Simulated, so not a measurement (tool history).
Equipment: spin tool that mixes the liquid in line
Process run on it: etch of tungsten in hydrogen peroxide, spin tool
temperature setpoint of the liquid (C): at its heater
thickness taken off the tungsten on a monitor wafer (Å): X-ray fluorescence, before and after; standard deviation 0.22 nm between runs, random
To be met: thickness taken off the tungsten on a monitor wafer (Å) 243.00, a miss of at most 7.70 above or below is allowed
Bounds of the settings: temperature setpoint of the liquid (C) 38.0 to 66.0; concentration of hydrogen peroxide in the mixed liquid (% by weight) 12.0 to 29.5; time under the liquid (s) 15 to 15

run,day,temperature setpoint of the liquid (C),concentration of hydrogen peroxide in the mixed liquid (% by weight),time under the liquid (s),thickness taken off the tungsten on a monitor wafer (Å)
1,0.000,54.0,20.0,15,427.20
2,0.133,54.0,17.5,15,410.61
3,0.254,53.0,17.5,15,381.55
4,0.500,52.0,17.5,15,357.23
5,0.558,51.5,17.5,15,349.14
6,0.833,51.5,21.5,15,380.98
7,1.192,50.5,21.5,15,363.95
8,1.421,49.5,21.5,15,342.56
9,1.554,49.0,21.5,15,330.03
10,1.688,48.5,21.5,15,320.48
11,1.758,48.0,21.5,15,313.64
12,2.012,47.5,21.5,15,303.02
13,2.225,47.0,21.5,15,293.42

Pick the move, out of 4, that brings all results within their allowed miss; only one does.
A,2.438,46.0,22.5,15,?
B,2.438,43.0,25.0,15,?
C,2.438,47.5,23.5,15,?
D,2.438,43.5,25.5,15,?

move,thickness taken off the tungsten on a monitor wafer (Å)
A,278.58
B,242.90
C,312.63
D,253.26
A: closer than the last run, but not yet in spec
B: hits every target within its allowed miss
C: misses by more than the last run did
D: closer than the last run, but not yet in spec
So the answer is move B, the one that meets all the targets.
